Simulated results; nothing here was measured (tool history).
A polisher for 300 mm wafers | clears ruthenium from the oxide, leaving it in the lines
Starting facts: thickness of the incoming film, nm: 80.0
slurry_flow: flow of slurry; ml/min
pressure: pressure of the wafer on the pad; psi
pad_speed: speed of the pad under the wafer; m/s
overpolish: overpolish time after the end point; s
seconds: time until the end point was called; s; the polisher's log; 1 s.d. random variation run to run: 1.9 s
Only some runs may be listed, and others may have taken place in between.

| run | hour | slurry_flow | pressure | pad_speed | overpolish | seconds |
|---|---|---|---|---|---|---|
| 1 | 0 | 305 | 2 | 0.84 | 4 | 85.75 |
| 2 | 6.5 | 305 | 2.2 | 0.84 | 4 | 77.298 |
| 3 | 12.9 | 305 | 2.2 | 0.84 | 3 | 78.862 |
| 4 | 14.4 | 305 | 2.1 | 0.84 | 3 | 82.064 |
| 5 | 22.9 | 305 | 2.1 | 0.84 | 4 | 82.333 |
| 6 | 30.7 | 305 | 2 | 0.84 | 4 | 86.766 |
| 7 | 31.7 | 305 | 1.9 | 0.84 | 4 | 89.712 |
| 8 | 37.8 | 305 | 1.8 | 0.84 | 4 | 94.975 |
| 9 | 43.6 | 305 | 1.7 | 0.84 | 4 | 100.6 |

What does the tool deliver on the next run?
| 10 | 46.8 | 305 | 1.1 | 0.82 | 4 | ? |

seconds: 156.54 s
